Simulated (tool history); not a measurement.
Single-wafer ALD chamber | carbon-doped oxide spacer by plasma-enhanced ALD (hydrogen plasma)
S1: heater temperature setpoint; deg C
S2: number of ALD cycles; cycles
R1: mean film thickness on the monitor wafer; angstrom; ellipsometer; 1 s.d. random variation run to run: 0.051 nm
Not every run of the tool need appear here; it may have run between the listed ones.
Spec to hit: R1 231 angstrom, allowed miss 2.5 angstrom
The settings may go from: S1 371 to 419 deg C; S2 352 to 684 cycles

run    day   S1   S2      R1
  1      0  395  518   243.9
  2  0.104  395  558   261.8
  3  0.412  395  544  255.79
  4  0.562  395  532  250.03
  5  0.804  395  602  281.66
  6  1.071  395  578  271.66
  7  1.429  395  559  261.42
  8  1.708  395  544  256.17
  9  2.092  395  531  248.59
 10  2.167  395  523  245.42
 11  2.492  395  516  241.99
 12  2.812  395  511  238.68

5 candidate next runs follow, results not yet known. Just one meets every target within its allowed miss. Identify it.
  A  3.133  399  506   ?
  B  3.133  403  499   ?
  C  3.133  391  540   ?
  D  3.133  388  504   ?
  E  3.133  396  508   ?

move      R1
   A  237.94
   B  231.75
   C  253.93
   D     237
   E  238.88
A: closer than the last run, but not yet in spec
B: all results land within tolerance of their targets
C: further off than the last run
D: closer than the last run, but not yet in spec
E: roughly where the last run was
Go with B: it meets all targets.

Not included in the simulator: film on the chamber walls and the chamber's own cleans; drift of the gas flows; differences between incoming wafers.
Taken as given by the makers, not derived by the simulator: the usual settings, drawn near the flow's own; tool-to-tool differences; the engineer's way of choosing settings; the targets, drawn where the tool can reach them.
